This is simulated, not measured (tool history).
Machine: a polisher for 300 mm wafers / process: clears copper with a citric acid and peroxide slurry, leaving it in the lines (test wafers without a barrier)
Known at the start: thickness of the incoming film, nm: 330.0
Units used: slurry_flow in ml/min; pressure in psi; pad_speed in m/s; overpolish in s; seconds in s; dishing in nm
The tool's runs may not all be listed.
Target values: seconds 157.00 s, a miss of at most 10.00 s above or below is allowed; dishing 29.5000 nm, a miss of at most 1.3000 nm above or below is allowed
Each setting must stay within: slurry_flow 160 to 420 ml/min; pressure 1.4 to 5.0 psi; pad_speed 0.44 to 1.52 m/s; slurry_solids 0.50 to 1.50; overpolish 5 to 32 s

run	hour	slurry_flow	pressure	pad_speed	slurry_solids	overpolish	seconds	dishing
1	0.0	270	3.2	0.98	1.00	16	148.77	23.8770
2	3.8	270	3.2	0.98	1.00	9	151.04	13.6780
3	10.8	330	3.2	0.98	1.00	9	147.62	13.9720
4	14.2	330	3.2	0.98	1.00	5	144.14	7.7488
5	20.3	315	3.1	1.02	1.00	7	144.00	10.8190
6	23.3	315	3.1	1.02	1.15	7	146.29	11.0230
7	27.6	305	3.0	1.04	1.20	9	146.53	13.9300
8	32.5	295	2.9	1.06	1.25	10	145.91	15.5560
9	39.6	285	2.8	1.06	1.30	11	154.39	16.2260
10	44.2	275	2.8	1.06	1.35	12	154.00	18.0730
11	48.3	265	2.8	1.06	1.35	13	154.42	19.0570
12	49.8	260	2.8	1.06	1.35	14	152.69	20.3480
13	51.7	260	2.8	1.06	1.35	15	150.94	21.5630
14	52.9	255	2.8	1.06	1.35	16	151.58	22.7030
15	59.9	250	2.8	1.06	1.35	17	153.82	24.2290
16	63.2	245	2.8	1.06	1.35	17	153.53	24.7040
17	68.7	240	2.8	1.06	1.35	17	160.30	24.3110

Which of these 4 next moves meets every target?
A	74.2	280	2.8	1.10	1.25	14	?	?
B	74.2	255	2.7	1.08	1.40	15	?	?
C	74.2	320	2.6	1.04	1.20	25	?	?
D	74.2	260	2.5	1.18	1.30	21	?	?

move	seconds	dishing
A	152.88	21.2070
B	159.72	21.6940
C	171.91	32.4110
D	160.07	29.4690
A: misses by more than the last run did
B: misses by more than the last run did
C: takes the biggest miss from the last run beyond its target
D: every result within its allowed miss
The move that meets every target is D.
